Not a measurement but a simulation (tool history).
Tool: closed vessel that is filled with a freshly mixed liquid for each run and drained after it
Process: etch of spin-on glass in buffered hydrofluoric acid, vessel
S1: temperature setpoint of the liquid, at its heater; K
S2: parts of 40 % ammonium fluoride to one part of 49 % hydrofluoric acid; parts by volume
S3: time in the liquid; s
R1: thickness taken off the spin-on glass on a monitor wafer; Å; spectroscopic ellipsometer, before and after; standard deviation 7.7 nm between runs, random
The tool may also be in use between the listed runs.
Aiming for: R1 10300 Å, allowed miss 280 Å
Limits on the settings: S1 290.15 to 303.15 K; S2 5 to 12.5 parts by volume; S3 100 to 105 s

run	hour	S1	S2	S3	R1
1	0	295.15	7.5	100	5631.9
2	1.8	297.15	7	100	6713.3
3	5.4	295.65	7	100	6340.2
4	6.7	295.65	5	100	8271.4
5	12.5	295.65	5	105	8755.4
6	18.4	296.65	5	105	9236.3
7	23.6	297.15	5	105	9496.9
8	29.5	297.65	5	105	9638.9
9	35.5	298.15	5	105	9957.6

Which single option among these 5 for the next run brings every result within its allowed miss of target? Just one does.
A	41.5	301.65	6	100	?
B	41.5	298.65	5.5	105	?
C	41.5	299.65	5	100	?
D	41.5	300.15	5.5	100	?
E	41.5	298.65	5	100	?

move	R1
A	9926.5
B	9560.3
C	10412
D	9867.1
E	9868
A: its largest miss is bigger than the last run's
B: its largest miss is bigger than the last run's
C: all results land within tolerance of their targets
D: its largest miss is bigger than the last run's
E: its largest miss is bigger than the last run's
Answer: C
